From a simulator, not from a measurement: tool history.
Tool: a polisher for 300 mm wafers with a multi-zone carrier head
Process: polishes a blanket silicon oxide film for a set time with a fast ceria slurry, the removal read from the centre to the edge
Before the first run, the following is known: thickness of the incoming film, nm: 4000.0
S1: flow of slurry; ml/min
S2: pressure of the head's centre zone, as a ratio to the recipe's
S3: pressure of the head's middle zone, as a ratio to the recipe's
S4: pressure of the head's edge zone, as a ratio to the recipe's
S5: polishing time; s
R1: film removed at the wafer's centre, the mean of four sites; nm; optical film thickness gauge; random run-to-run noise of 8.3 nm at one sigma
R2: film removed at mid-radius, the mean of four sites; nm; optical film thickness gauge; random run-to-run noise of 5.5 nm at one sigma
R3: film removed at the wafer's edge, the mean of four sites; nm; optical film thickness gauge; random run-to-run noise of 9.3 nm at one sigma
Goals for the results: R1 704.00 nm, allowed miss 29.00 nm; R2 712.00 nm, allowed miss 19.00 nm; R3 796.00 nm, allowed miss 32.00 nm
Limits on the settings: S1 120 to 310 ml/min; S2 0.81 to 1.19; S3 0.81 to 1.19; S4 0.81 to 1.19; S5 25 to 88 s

Run 1, hour 0.0: S1 200 ml/min, S2 1.00, S3 1.00, S4 1.00, S5 56 s. Result: R1 852.07 nm, R2 843.99 nm, R3 828.52 nm.
Run 2, hour 5.9: S1 200 ml/min, S2 1.00, S3 1.00, S4 0.96, S5 56 s. Result: R1 867.99 nm, R2 851.32 nm, R3 822.47 nm.
Run 3, hour 12.2: S1 200 ml/min, S2 1.00, S3 1.00, S4 1.02, S5 56 s. Result: R1 854.08 nm, R2 852.40 nm, R3 862.68 nm.
Run 4, hour 17.1: S1 190 ml/min, S2 0.97, S3 0.97, S4 1.01, S5 55 s. Result: R1 800.88 nm, R2 828.04 nm, R3 836.11 nm.
Run 5, hour 20.9: S1 185 ml/min, S2 0.96, S3 0.93, S4 1.01, S5 54 s. Result: R1 777.43 nm, R2 779.83 nm, R3 799.00 nm.
Run 6, hour 23.8: S1 175 ml/min, S2 0.95, S3 0.91, S4 1.03, S5 54 s. Result: R1 762.51 nm, R2 770.93 nm, R3 823.37 nm.
Run 7, hour 30.8: S1 170 ml/min, S2 0.94, S3 0.89, S4 1.03, S5 54 s. Result: R1 754.72 nm, R2 759.75 nm, R3 818.65 nm.
Run 8, hour 34.1: S1 165 ml/min, S2 0.93, S3 0.87, S4 1.03, S5 54 s. Result: R1 754.01 nm, R2 743.39 nm, R3 811.78 nm.
Run 9, hour 38.1: S1 160 ml/min, S2 0.92, S3 0.86, S4 1.03, S5 54 s. Result: R1 726.18 nm, R2 729.02 nm, R3 810.30 nm.
Run 10, hour 38.9: S1 155 ml/min, S2 0.92, S3 0.86, S4 1.03, S5 54 s. Result: R1 729.00 nm, R2 735.29 nm, R3 807.62 nm.

Pick the move, out of 4, that brings all results within their allowed miss; only one does.
Run A, hour 39.7: S1 160 ml/min, S2 0.88, S3 0.81, S4 0.98, S5 54 s. Result: R1 ?, R2 ?, R3 ?.
Run B, hour 39.7: S1 170 ml/min, S2 0.90, S3 0.94, S4 0.99, S5 52 s. Result: R1 ?, R2 ?, R3 ?.
Run C, hour 39.7: S1 150 ml/min, S2 0.90, S3 0.90, S4 1.06, S5 55 s. Result: R1 ?, R2 ?, R3 ?.
Run D, hour 39.7: S1 150 ml/min, S2 0.94, S3 0.85, S4 1.04, S5 56 s. Result: R1 ?, R2 ?, R3 ?.

move      R1      R2      R3
   A  696.76  714.20  809.49
   B  693.30  750.42  787.22
   C  718.64  761.49  850.19
   D  764.33  752.03  857.91
A: all results in spec
B: the biggest miss grows against the last run
C: the biggest miss grows against the last run
D: the biggest miss grows against the last run
A meets every target.

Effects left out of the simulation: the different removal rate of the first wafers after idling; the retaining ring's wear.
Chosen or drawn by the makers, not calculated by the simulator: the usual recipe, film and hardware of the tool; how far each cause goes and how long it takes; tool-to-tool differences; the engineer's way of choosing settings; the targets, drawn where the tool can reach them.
